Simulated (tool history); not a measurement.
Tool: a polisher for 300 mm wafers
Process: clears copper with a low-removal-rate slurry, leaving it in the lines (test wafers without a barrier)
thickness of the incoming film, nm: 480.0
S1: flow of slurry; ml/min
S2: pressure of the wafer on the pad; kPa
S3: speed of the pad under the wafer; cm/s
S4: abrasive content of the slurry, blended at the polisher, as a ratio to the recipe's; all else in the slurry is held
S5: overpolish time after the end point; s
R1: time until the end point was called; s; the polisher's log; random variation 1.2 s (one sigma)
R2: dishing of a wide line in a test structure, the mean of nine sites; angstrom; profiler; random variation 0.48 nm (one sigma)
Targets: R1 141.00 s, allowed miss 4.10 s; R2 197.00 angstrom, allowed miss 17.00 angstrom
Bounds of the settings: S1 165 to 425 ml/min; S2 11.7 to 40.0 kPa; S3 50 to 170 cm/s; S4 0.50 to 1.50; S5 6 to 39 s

{"run": 1, "hour": 0.0, "S1": 275, "S2": 25.5, "S3": 110, "S4": 1.0, "S5": 20, "R1": 162.83, "R2": 423.71}
{"run": 2, "hour": 4.3, "S1": 275, "S2": 25.5, "S3": 110, "S4": 0.8, "S5": 20, "R1": 169.2, "R2": 424.32}
{"run": 3, "hour": 12.5, "S1": 275, "S2": 25.5, "S3": 112, "S4": 0.9, "S5": 18, "R1": 163.27, "R2": 395.32}
{"run": 4, "hour": 14.2, "S1": 275, "S2": 25.5, "S3": 112, "S4": 1.05, "S5": 18, "R1": 157.16, "R2": 408.71}
{"run": 5, "hour": 15.7, "S1": 275, "S2": 25.5, "S3": 96, "S4": 1.05, "S5": 18, "R1": 180.56, "R2": 370.3}
{"run": 6, "hour": 18.4, "S1": 245, "S2": 25.5, "S3": 96, "S4": 1.05, "S5": 18, "R1": 187.48, "R2": 353.11}
{"run": 7, "hour": 20.8, "S1": 230, "S2": 25.5, "S3": 100, "S4": 1.15, "S5": 16, "R1": 177.1, "R2": 329.56}
{"run": 8, "hour": 27.9, "S1": 220, "S2": 25.5, "S3": 104, "S4": 1.2, "S5": 14, "R1": 171.82, "R2": 314.51}
{"run": 9, "hour": 34.2, "S1": 210, "S2": 25.5, "S3": 106, "S4": 1.25, "S5": 13, "R1": 170.56, "R2": 283.2}
{"run": 10, "hour": 37.2, "S1": 200, "S2": 25.5, "S3": 110, "S4": 1.3, "S5": 12, "R1": 162.1, "R2": 276.16}
{"run": 11, "hour": 42.6, "S1": 195, "S2": 25.5, "S3": 112, "S4": 1.35, "S5": 11, "R1": 161.03, "R2": 259.99}
{"run": 12, "hour": 49.6, "S1": 190, "S2": 25.5, "S3": 114, "S4": 1.4, "S5": 10, "R1": 155.57, "R2": 247.24}
{"run": 13, "hour": 51.8, "S1": 190, "S2": 25.5, "S3": 114, "S4": 1.4, "S5": 10, "R1": 155.97, "R2": 248.97}
{"run": 14, "hour": 53.8, "S1": 205, "S2": 26.9, "S3": 118, "S4": 1.4, "S5": 6, "R1": 143.31, "R2": 169.57}
{"run": 15, "hour": 61.6, "S1": 200, "S2": 26.9, "S3": 118, "S4": 1.4, "S5": 6, "R1": 142.63, "R2": 173.59}
{"run": 16, "hour": 68.4, "S1": 195, "S2": 26.9, "S3": 118, "S4": 1.4, "S5": 6, "R1": 142.32, "R2": 172.08}

4 next moves are on the table. One of them brings every result within its allowed miss. Which?
{"run": "A", "hour": 75.2, "S1": 170, "S2": 27.6, "S3": 120, "S4": 1.5, "S5": 8, "R1": "?", "R2": "?"}
{"run": "B", "hour": 75.2, "S1": 230, "S2": 24.1, "S3": 132, "S4": 1.4, "S5": 6, "R1": "?", "R2": "?"}
{"run": "C", "hour": 75.2, "S1": 215, "S2": 30.3, "S3": 106, "S4": 1.3, "S5": 6, "R1": "?", "R2": "?"}
{"run": "D", "hour": 75.2, "S1": 165, "S2": 29.0, "S3": 116, "S4": 1.3, "S5": 7, "R1": "?", "R2": "?"}

move=A R1=139.75 R2=224.75
move=B R1=139.65 R2=171.82
move=C R1=141.31 R2=170.73
move=D R1=141.73 R2=196.41
A: takes the result that was furthest off past its target
B: as far off as the last run
C: further off than the last run
D: meets every target
Answer: D
